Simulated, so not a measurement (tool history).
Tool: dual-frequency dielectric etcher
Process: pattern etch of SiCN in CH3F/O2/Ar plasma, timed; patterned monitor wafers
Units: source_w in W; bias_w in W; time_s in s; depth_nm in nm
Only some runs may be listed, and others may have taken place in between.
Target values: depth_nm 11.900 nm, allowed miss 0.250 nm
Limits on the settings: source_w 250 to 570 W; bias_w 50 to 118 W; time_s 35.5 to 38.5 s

run  hour  source_w  bias_w  time_s  depth_nm
  1   0.0       410      84    38.5    14.511
  2   4.1       410      84    35.5    13.354
  3   4.7       410      78    35.5    12.913
  4   8.2       470      78    35.5    13.658
  5  13.9       430      76    35.5    13.089
  6  21.2       400      75    35.5    12.758
  7  22.8       380      74    35.5    12.560
  8  25.4       360      73    35.5    12.397

Which of these 5 next moves meets every target?
  A  28.0       430      81    35.5         ?
  B  28.0       310      66    36.5         ?
  C  28.0       350      84    35.5         ?
  D  28.0       370      76    35.5         ?
  E  28.0       380      76    35.5         ?

move  depth_nm
   A    13.407
   B    11.890
   C    12.724
   D    12.606
   E    12.707
A: its largest miss is bigger than the last run's
B: in spec on every target
C: its largest miss is bigger than the last run's
D: its largest miss is bigger than the last run's
E: its largest miss is bigger than the last run's
Go with B: it meets all targets.
